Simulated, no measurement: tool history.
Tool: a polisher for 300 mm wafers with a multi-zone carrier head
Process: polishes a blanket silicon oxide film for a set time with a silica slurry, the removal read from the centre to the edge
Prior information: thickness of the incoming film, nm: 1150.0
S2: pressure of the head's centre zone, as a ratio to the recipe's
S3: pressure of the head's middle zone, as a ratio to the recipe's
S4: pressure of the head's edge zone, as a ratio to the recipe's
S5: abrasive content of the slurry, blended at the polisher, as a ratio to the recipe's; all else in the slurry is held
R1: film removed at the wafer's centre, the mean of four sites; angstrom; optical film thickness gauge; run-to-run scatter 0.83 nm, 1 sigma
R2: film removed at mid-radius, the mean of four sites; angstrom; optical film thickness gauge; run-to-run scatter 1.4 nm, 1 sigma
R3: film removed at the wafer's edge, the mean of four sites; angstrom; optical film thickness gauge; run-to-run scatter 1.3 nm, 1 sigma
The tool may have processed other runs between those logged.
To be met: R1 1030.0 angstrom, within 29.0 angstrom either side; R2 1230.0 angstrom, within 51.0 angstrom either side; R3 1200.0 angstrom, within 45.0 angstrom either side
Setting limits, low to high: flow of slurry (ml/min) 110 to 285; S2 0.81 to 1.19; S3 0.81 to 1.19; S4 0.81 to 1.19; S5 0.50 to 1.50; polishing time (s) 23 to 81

{"run": 1, "hour": 0.0, "flow of slurry (ml/min)": 180, "S2": 1.0, "S3": 1.0, "S4": 1.0, "S5": 1.0, "polishing time (s)": 52, "R1": 1276.9, "R2": 1261.0, "R3": 1286.0}
{"run": 2, "hour": 7.9, "flow of slurry (ml/min)": 175, "S2": 0.98, "S3": 1.01, "S4": 0.99, "S5": 1.0, "polishing time (s)": 52, "R1": 1260.1, "R2": 1274.4, "R3": 1226.1}
{"run": 3, "hour": 14.8, "flow of slurry (ml/min)": 175, "S2": 0.98, "S3": 1.01, "S4": 1.06, "S5": 1.0, "polishing time (s)": 52, "R1": 1236.8, "R2": 1260.1, "R3": 1276.9}
{"run": 4, "hour": 17.4, "flow of slurry (ml/min)": 215, "S2": 0.98, "S3": 1.01, "S4": 1.06, "S5": 1.0, "polishing time (s)": 52, "R1": 1290.2, "R2": 1295.9, "R3": 1292.5}
{"hour": 19.5, "done": "worn pad replaced by a new one"}
{"run": 5, "hour": 19.5, "flow of slurry (ml/min)": 205, "S2": 0.96, "S3": 1.01, "S4": 1.06, "S5": 1.0, "polishing time (s)": 52, "R1": 1443.7, "R2": 1490.0, "R3": 1536.4}
{"run": 6, "hour": 24.9, "flow of slurry (ml/min)": 205, "S2": 1.04, "S3": 1.01, "S4": 1.06, "S5": 1.0, "polishing time (s)": 52, "R1": 1588.0, "R2": 1485.9, "R3": 1512.8}
{"run": 7, "hour": 33.9, "flow of slurry (ml/min)": 155, "S2": 0.94, "S3": 1.0, "S4": 0.96, "S5": 0.75, "polishing time (s)": 51, "R1": 1046.8, "R2": 1086.2, "R3": 1096.4}
{"run": 8, "hour": 34.4, "flow of slurry (ml/min)": 160, "S2": 0.93, "S3": 1.01, "S4": 0.97, "S5": 0.75, "polishing time (s)": 51, "R1": 1035.0, "R2": 1125.6, "R3": 1095.2}
{"run": 9, "hour": 40.3, "flow of slurry (ml/min)": 165, "S2": 0.92, "S3": 1.01, "S4": 0.98, "S5": 0.75, "polishing time (s)": 51, "R1": 1017.1, "R2": 1091.0, "R3": 1092.6}
{"run": 10, "hour": 48.2, "flow of slurry (ml/min)": 170, "S2": 0.91, "S3": 1.02, "S4": 1.0, "S5": 0.75, "polishing time (s)": 51, "R1": 1024.4, "R2": 1131.2, "R3": 1116.6}
{"run": 11, "hour": 56.7, "flow of slurry (ml/min)": 175, "S2": 0.9, "S3": 1.03, "S4": 1.01, "S5": 0.75, "polishing time (s)": 51, "R1": 1028.0, "R2": 1144.2, "R3": 1104.2}
{"run": 12, "hour": 59.0, "flow of slurry (ml/min)": 155, "S2": 0.83, "S3": 1.05, "S4": 1.1, "S5": 0.95, "polishing time (s)": 51, "R1": 1130.8, "R2": 1408.4, "R3": 1373.3}
{"run": 13, "hour": 65.1, "flow of slurry (ml/min)": 150, "S2": 0.83, "S3": 1.04, "S4": 1.08, "S5": 0.95, "polishing time (s)": 51, "R1": 1111.9, "R2": 1359.9, "R3": 1353.0}
{"run": 14, "hour": 69.4, "flow of slurry (ml/min)": 145, "S2": 0.83, "S3": 1.04, "S4": 1.07, "S5": 0.95, "polishing time (s)": 51, "R1": 1129.3, "R2": 1377.1, "R3": 1372.2}
{"run": 15, "hour": 74.3, "flow of slurry (ml/min)": 140, "S2": 0.83, "S3": 1.04, "S4": 1.06, "S5": 0.95, "polishing time (s)": 51, "R1": 1091.9, "R2": 1363.3, "R3": 1344.7}
{"run": 16, "hour": 76.8, "flow of slurry (ml/min)": 140, "S2": 0.83, "S3": 1.04, "S4": 1.06, "S5": 0.95, "polishing time (s)": 51, "R1": 1108.7, "R2": 1379.6, "R3": 1368.1}
{"run": 17, "hour": 77.5, "flow of slurry (ml/min)": 140, "S2": 0.84, "S3": 1.04, "S4": 1.04, "S5": 0.95, "polishing time (s)": 51, "R1": 1109.3, "R2": 1345.9, "R3": 1338.5}
{"run": 18, "hour": 81.1, "flow of slurry (ml/min)": 140, "S2": 0.84, "S3": 1.04, "S4": 1.03, "S5": 0.95, "polishing time (s)": 51, "R1": 1112.6, "R2": 1342.7, "R3": 1316.7}
{"run": 19, "hour": 85.5, "flow of slurry (ml/min)": 135, "S2": 0.84, "S3": 1.04, "S4": 1.02, "S5": 0.95, "polishing time (s)": 51, "R1": 1105.4, "R2": 1343.9, "R3": 1334.1}
{"run": 20, "hour": 87.5, "flow of slurry (ml/min)": 135, "S2": 0.85, "S3": 1.04, "S4": 1.01, "S5": 0.9, "polishing time (s)": 51, "R1": 1082.9, "R2": 1271.4, "R3": 1275.1}
{"run": 21, "hour": 89.3, "flow of slurry (ml/min)": 140, "S2": 0.85, "S3": 1.04, "S4": 1.01, "S5": 0.9, "polishing time (s)": 51, "R1": 1096.0, "R2": 1289.0, "R3": 1306.7}
{"run": 22, "hour": 92.9, "flow of slurry (ml/min)": 140, "S2": 0.85, "S3": 1.03, "S4": 1.03, "S5": 0.9, "polishing time (s)": 51, "R1": 1084.9, "R2": 1304.8, "R3": 1291.0}
{"run": 23, "hour": 99.0, "flow of slurry (ml/min)": 140, "S2": 0.85, "S3": 1.03, "S4": 1.02, "S5": 0.9, "polishing time (s)": 51, "R1": 1085.5, "R2": 1290.3, "R3": 1290.5}

Consider the 5 candidate settings below. Which is the only one whose results all fall within their allowed miss of target?
{"run": "A", "hour": 105.1, "flow of slurry (ml/min)": 175, "S2": 0.85, "S3": 0.89, "S4": 1.02, "S5": 0.95, "polishing time (s)": 50, "R1": "?", "R2": "?", "R3": "?"}
{"run": "B", "hour": 105.1, "flow of slurry (ml/min)": 160, "S2": 0.84, "S3": 0.88, "S4": 1.02, "S5": 1.05, "polishing time (s)": 48, "R1": "?", "R2": "?", "R3": "?"}
{"run": "C", "hour": 105.1, "flow of slurry (ml/min)": 135, "S2": 0.9, "S3": 0.9, "S4": 1.11, "S5": 0.85, "polishing time (s)": 54, "R1": "?", "R2": "?", "R3": "?"}
{"run": "D", "hour": 105.1, "flow of slurry (ml/min)": 115, "S2": 0.86, "S3": 1.06, "S4": 0.97, "S5": 0.7, "polishing time (s)": 64, "R1": "?", "R2": "?", "R3": "?"}
{"run": "E", "hour": 105.1, "flow of slurry (ml/min)": 150, "S2": 0.96, "S3": 1.0, "S4": 1.0, "S5": 0.85, "polishing time (s)": 51, "R1": "?", "R2": "?", "R3": "?"}

move=A R1=1156.2 R2=1270.4 R3=1339.4
move=B R1=1153.8 R2=1277.1 R3=1361.0
move=C R1=1150.3 R2=1207.7 R3=1320.3
move=D R1=1036.7 R2=1264.6 R3=1205.2
move=E R1=1187.2 R2=1240.4 R3=1219.4
A: further off than the last run
B: further off than the last run
C: further off than the last run
D: in spec on every target
E: gets the furthest-off result to its target, but another result is out of tolerance
The right move is D.
